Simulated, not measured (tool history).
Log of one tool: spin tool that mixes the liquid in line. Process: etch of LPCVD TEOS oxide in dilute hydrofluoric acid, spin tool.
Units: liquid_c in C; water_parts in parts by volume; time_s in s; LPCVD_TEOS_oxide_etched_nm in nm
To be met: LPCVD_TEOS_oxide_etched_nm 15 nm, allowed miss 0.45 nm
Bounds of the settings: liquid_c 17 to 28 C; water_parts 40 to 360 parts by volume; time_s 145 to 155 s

run,day,liquid_c,water_parts,time_s,LPCVD_TEOS_oxide_etched_nm
1,0,20,200,145,10.118
2,0.346,17,200,145,9.3201
3,0.45,17,230,145,7.7415
4,0.671,17,230,145,7.7931
5,0.721,20,210,145,9.7309
6,0.767,22.5,200,145,11.343
7,0.833,24,195,145,12.495
# day 0.958: thermometer replaced
8,0.958,28,190,145,13.607
9,1.108,28,185,145,13.977
10,1.408,28,170,145,15.541

Which of these 4 next moves meets every target?
A,1.708,27,170,145,?
B,1.708,28,175,155,?
C,1.708,22,140,150,?
D,1.708,28,195,150,?

move,LPCVD_TEOS_oxide_etched_nm
A,15.026
B,16.083
C,16.164
D,13.637
A: meets every target
B: further off than the last run
C: further off than the last run
D: takes the result that was furthest off past its target
Answer: A

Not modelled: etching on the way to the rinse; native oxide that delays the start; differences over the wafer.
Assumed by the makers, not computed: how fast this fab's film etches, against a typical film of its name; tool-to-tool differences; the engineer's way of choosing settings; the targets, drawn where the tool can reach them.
